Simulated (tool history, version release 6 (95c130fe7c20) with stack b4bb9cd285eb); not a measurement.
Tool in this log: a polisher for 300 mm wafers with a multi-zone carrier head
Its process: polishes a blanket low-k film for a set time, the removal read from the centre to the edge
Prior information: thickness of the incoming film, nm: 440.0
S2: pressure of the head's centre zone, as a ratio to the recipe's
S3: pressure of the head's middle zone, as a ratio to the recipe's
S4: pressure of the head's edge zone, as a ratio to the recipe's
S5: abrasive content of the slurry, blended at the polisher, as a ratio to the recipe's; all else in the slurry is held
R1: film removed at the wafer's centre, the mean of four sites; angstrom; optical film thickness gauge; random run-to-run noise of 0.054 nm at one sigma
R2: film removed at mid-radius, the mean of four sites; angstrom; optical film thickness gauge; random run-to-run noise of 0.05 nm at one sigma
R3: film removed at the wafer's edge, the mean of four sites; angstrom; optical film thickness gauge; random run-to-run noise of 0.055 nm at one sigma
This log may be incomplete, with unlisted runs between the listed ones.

{"run": 1, "hour": 0.0, "flow of slurry (ml/min)": 175, "S2": 1.0, "S3": 1.0, "S4": 1.0, "S5": 1.0, "polishing time (s)": 32, "R1": 55.353, "R2": 55.309, "R3": 54.538}
{"run": 2, "hour": 5.3, "flow of slurry (ml/min)": 175, "S2": 1.04, "S3": 1.0, "S4": 1.0, "S5": 1.0, "polishing time (s)": 32, "R1": 56.441, "R2": 55.073, "R3": 56.038}
{"run": 3, "hour": 9.4, "flow of slurry (ml/min)": 175, "S2": 1.13, "S3": 1.0, "S4": 1.0, "S5": 1.0, "polishing time (s)": 32, "R1": 60.699, "R2": 55.175, "R3": 53.647}
{"run": 4, "hour": 12.4, "flow of slurry (ml/min)": 150, "S2": 1.13, "S3": 1.0, "S4": 1.0, "S5": 1.0, "polishing time (s)": 32, "R1": 60.764, "R2": 54.344, "R3": 54.176}
{"run": 5, "hour": 13.7, "flow of slurry (ml/min)": 150, "S2": 1.13, "S3": 1.0, "S4": 1.0, "S5": 1.0, "polishing time (s)": 38, "R1": 70.487, "R2": 64.329, "R3": 64.0}
{"run": 6, "hour": 22.4, "flow of slurry (ml/min)": 150, "S2": 1.18, "S3": 1.0, "S4": 1.0, "S5": 1.0, "polishing time (s)": 38, "R1": 73.255, "R2": 65.503, "R3": 64.293}
{"run": 7, "hour": 25.9, "flow of slurry (ml/min)": 135, "S2": 1.08, "S3": 0.92, "S4": 0.92, "S5": 0.75, "polishing time (s)": 37, "R1": 53.844, "R2": 47.479, "R3": 49.298}
{"run": 8, "hour": 27.2, "flow of slurry (ml/min)": 135, "S2": 1.08, "S3": 0.92, "S4": 0.92, "S5": 0.75, "polishing time (s)": 37, "R1": 54.393, "R2": 47.552, "R3": 48.991}
{"run": 9, "hour": 29.0, "flow of slurry (ml/min)": 130, "S2": 1.05, "S3": 0.92, "S4": 0.93, "S5": 0.75, "polishing time (s)": 37, "R1": 51.9, "R2": 46.933, "R3": 50.676}

Run 10 has not been measured yet. What should we expect?
{"run": 10, "hour": 38.0, "flow of slurry (ml/min)": 120, "S2": 1.01, "S3": 0.95, "S4": 0.88, "S5": 0.7, "polishing time (s)": 37, "R1": "?", "R2": "?", "R3": "?"}

Run 10 produced R1 47.868 angstrom, R2 45.252 angstrom, R3 45.340 angstrom.
